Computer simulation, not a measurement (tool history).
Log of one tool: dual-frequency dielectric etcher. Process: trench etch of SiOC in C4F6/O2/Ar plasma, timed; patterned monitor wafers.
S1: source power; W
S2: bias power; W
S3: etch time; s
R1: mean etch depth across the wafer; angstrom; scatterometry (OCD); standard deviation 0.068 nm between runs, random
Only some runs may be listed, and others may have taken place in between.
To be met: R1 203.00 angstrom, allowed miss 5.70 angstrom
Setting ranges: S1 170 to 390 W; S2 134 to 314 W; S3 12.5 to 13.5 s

| run | hour | S1 | S2 | S3 | R1 |
|---|---|---|---|---|---|
| 1 | 0.0 | 280 | 224 | 13.5 | 283.07 |
| 2 | 2.9 | 280 | 224 | 12.5 | 261.75 |
| 3 | 7.3 | 250 | 201 | 12.5 | 242.39 |
| 4 | 8.8 | 280 | 201 | 12.5 | 253.11 |
| 5 | 17.3 | 240 | 201 | 12.5 | 239.37 |
| 6 | 17.9 | 240 | 225 | 12.5 | 249.35 |
|  | 22.5 | bias power generator calibrated |
| 7 | 22.5 | 220 | 205 | 12.5 | 232.18 |
| 8 | 26.1 | 200 | 195 | 12.5 | 219.04 |
| 9 | 28.8 | 190 | 190 | 12.5 | 214.22 |

Exactly one of the 5 candidate moves below puts every result within its allowed miss. Which one?
| A | 31.5 | 190 | 171 | 13.5 | ? |
| B | 31.5 | 180 | 179 | 12.5 | ? |
| C | 31.5 | 180 | 192 | 13.5 | ? |
| D | 31.5 | 190 | 163 | 13.5 | ? |
| E | 31.5 | 220 | 145 | 13.5 | ? |

| move | R1 |
|---|---|
| A | 222.62 |
| B | 205.39 |
| C | 227.45 |
| D | 218.91 |
| E | 221.99 |
A: the biggest miss grows against the last run
B: every result within its allowed miss
C: the biggest miss grows against the last run
D: the biggest miss grows against the last run
E: the biggest miss grows against the last run
Go with B: it meets all targets.
